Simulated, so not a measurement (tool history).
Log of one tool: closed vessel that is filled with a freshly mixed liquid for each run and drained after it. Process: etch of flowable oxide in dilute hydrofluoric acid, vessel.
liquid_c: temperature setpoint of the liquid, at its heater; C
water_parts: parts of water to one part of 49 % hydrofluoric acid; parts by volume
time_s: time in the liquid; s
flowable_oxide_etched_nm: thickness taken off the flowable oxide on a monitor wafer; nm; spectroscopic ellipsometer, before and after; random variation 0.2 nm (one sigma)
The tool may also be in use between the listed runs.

run	hour	liquid_c	water_parts	time_s	flowable_oxide_etched_nm
1	0	25	145	160	34.116
2	7.5	26.5	145	160	35.855
3	15.4	26.5	145	160	35.795
4	19	25	145	160	33.809
5	23.3	25	190	160	24.556
6	29	26	185	160	26.415
7	32.4	26.5	180	160	27.632

Run 8 comes next. What will it give?
8	33.9	27	175	160	?

Run 8 gave flowable_oxide_etched_nm 29.241 nm.
